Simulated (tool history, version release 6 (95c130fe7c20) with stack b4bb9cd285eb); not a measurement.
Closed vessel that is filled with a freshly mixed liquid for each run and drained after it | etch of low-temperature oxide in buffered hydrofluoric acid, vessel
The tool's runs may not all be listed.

| run | hour | temperature setpoint of the liquid (K) | parts of 40 % ammonium fluoride to one part of 49 % hydrofluoric acid (parts by volume) | time in the liquid (s) | thickness taken off the low-temperature oxide on a monitor wafer (nm) |
|---|---|---|---|---|---|
| 1 | 0 | 294.15 | 17 | 105 | 115.95 |
| 2 | 6 | 294.15 | 17 | 105 | 116.26 |
| 3 | 7.5 | 295.15 | 16.5 | 105 | 126.72 |
| 4 | 16.3 | 295.15 | 16.5 | 115 | 138.86 |
| 5 | 23.8 | 295.15 | 18.5 | 115 | 124.89 |
| 6 | 26 | 296.15 | 17.5 | 115 | 139.45 |
| 7 | 28.8 | 296.65 | 17 | 115 | 145.9 |
| 8 | 35 | 297.15 | 16.5 | 115 | 157.39 |
| 9 | 39.7 | 297.15 | 16.5 | 115 | 155.23 |
| 10 | 45.9 | 297.65 | 16 | 115 | 164.68 |
| 11 | 47.9 | 298.15 | 15.5 | 115 | 174.47 |
| 12 | 50.5 | 298.65 | 15 | 115 | 184.19 |
| 13 | 59.7 | 299.15 | 14.5 | 115 | 196.3 |
| 14 | 68.7 | 299.65 | 14.5 | 115 | 202.99 |
| 15 | 75.8 | 300.15 | 14.5 | 115 | 205.73 |

Run 16 comes next. What will it give?
| 16 | 83.4 | 301.15 | 13 | 115 | ? |

Run 16 gave thickness taken off the low-temperature oxide on a monitor wafer (nm) 238.08.

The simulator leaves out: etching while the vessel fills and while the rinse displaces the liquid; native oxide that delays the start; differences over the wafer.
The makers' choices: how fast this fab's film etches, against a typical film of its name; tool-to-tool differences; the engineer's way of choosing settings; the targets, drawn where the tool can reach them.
